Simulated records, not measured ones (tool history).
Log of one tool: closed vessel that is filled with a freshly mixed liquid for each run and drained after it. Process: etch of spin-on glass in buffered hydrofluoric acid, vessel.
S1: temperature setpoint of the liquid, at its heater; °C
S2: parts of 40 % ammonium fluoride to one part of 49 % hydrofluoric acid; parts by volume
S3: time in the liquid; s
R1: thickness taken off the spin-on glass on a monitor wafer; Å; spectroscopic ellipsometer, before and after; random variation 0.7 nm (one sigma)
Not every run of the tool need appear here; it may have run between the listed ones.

run,hour,S1,S2,S3,R1
1,0.0,22.0,9.5,85,2397.1
2,2.8,22.0,9.5,85,2405.6
3,7.1,25.5,9.5,85,2914.7
4,14.9,25.5,9.5,85,2906.3
5,16.5,23.5,9.5,85,2587.1
6,23.2,22.0,9.5,85,2403.8
7,26.8,21.0,9.5,85,2268.1
8,30.3,20.0,9.5,85,2143.2

What does the tool deliver on the next run?
9,31.2,19.5,9.5,85,?

For run 9 the tool returned R1 2090.1 Å.

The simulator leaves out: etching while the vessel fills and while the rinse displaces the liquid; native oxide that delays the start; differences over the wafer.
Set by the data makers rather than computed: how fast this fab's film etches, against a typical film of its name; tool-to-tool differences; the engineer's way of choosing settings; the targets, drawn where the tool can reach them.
